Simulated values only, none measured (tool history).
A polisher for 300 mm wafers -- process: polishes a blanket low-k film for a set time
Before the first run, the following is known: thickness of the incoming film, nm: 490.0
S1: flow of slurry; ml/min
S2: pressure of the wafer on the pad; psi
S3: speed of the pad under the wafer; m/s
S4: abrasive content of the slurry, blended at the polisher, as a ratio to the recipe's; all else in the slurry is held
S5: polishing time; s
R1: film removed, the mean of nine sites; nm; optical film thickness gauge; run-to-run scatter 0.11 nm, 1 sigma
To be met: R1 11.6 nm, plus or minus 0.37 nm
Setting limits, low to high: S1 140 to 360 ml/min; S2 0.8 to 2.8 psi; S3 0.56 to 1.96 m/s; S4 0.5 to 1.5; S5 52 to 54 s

run 1 hour=0 | S1=230 S2=1.8 S3=1.26 S4=1 S5=52 | R1=22.798
run 2 hour=8.4 | S1=175 S2=1.8 S3=1.26 S4=1 S5=52 | R1=22.454
run 3 hour=11.7 | S1=175 S2=1.7 S3=1.24 S4=1 S5=52 | R1=20.709
run 4 hour=16.6 | S1=175 S2=1.6 S3=1.24 S4=1 S5=52 | R1=19.744
run 5 hour=17.8 | S1=175 S2=1.6 S3=1.06 S4=1 S5=52 | R1=17.345
run 6 hour=22.6 | S1=175 S2=1.5 S3=1.06 S4=1 S5=52 | R1=16.354
run 7 hour=31.2 | S1=175 S2=1.4 S3=1.06 S4=1 S5=52 | R1=15.498
run 8 hour=36.3 | S1=175 S2=1.3 S3=1.06 S4=1 S5=52 | R1=14.352
run 9 hour=39.2 | S1=175 S2=1.1 S3=1.06 S4=1 S5=52 | R1=12.246

Pick the move, out of 4, that brings all results within their allowed miss; only one does.
run A hour=42.1 | S1=195 S2=1 S3=1.16 S4=1.1 S5=54 | R1=?
run B hour=42.1 | S1=175 S2=0.9 S3=1.08 S4=1.1 S5=52 | R1=?
run C hour=42.1 | S1=225 S2=1.5 S3=0.64 S4=0.85 S5=54 | R1=?
run D hour=42.1 | S1=170 S2=1.2 S3=0.8 S4=1.15 S5=54 | R1=?

move=A R1=13.159
move=B R1=10.753
move=C R1=10.846
move=D R1=11.62
A: further off than the last run
B: the result that was furthest off in the last run now lies on the other side of its target
C: the result that was furthest off in the last run now lies on the other side of its target
D: meets every target
Go with D: it meets all targets.
